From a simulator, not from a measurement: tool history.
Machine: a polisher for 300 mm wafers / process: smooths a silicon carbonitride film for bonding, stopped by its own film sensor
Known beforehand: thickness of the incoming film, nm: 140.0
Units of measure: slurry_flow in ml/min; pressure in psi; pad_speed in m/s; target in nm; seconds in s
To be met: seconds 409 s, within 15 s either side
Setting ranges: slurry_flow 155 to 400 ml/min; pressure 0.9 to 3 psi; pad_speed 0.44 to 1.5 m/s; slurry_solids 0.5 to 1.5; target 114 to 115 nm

| run | hour | slurry_flow | pressure | pad_speed | slurry_solids | target | seconds |
|---|---|---|---|---|---|---|---|
| 1 | 0 | 255 | 1.9 | 0.96 | 1 | 115 | 137.62 |
| 2 | 1.5 | 255 | 1.9 | 0.96 | 1 | 115 | 136.31 |
| 3 | 5.7 | 255 | 1.7 | 0.86 | 0.95 | 115 | 168.64 |
| 4 | 11.8 | 305 | 1.7 | 0.86 | 0.95 | 115 | 165.69 |
| 5 | 15 | 305 | 1.6 | 0.78 | 0.9 | 115 | 193.48 |
| 6 | 19.3 | 305 | 1.5 | 0.72 | 0.85 | 115 | 228.49 |
| 7 | 19.9 | 305 | 1.4 | 0.68 | 0.85 | 115 | 253.95 |
| 8 | 27.5 | 300 | 1.3 | 0.66 | 0.85 | 115 | 281.6 |
| 9 | 30.7 | 270 | 0.9 | 0.52 | 0.85 | 115 | 485.78 |
| 10 | 33.2 | 270 | 0.9 | 0.52 | 0.85 | 115 | 481.45 |
| 11 | 39.1 | 285 | 0.9 | 0.52 | 0.85 | 115 | 476.13 |
| 12 | 46.7 | 300 | 0.9 | 0.52 | 0.85 | 115 | 485.45 |
| 13 | 51.4 | 300 | 1 | 0.52 | 0.85 | 115 | 435.02 |

Next run, 4 choices. One meets every target within its allowed miss, the rest don't. Which?
| A | 56.1 | 310 | 0.9 | 0.58 | 0.8 | 114 | ? |
| B | 56.1 | 315 | 0.9 | 0.64 | 0.9 | 114 | ? |
| C | 56.1 | 325 | 1 | 0.48 | 0.8 | 115 | ? |
| D | 56.1 | 330 | 1 | 0.48 | 0.9 | 115 | ? |

| move | seconds |
|---|---|
| A | 471.68 |
| B | 413.42 |
| C | 476.49 |
| D | 451.88 |
A: the biggest miss grows against the last run
B: in spec on every target
C: the biggest miss grows against the last run
D: the biggest miss grows against the last run
B meets every target.
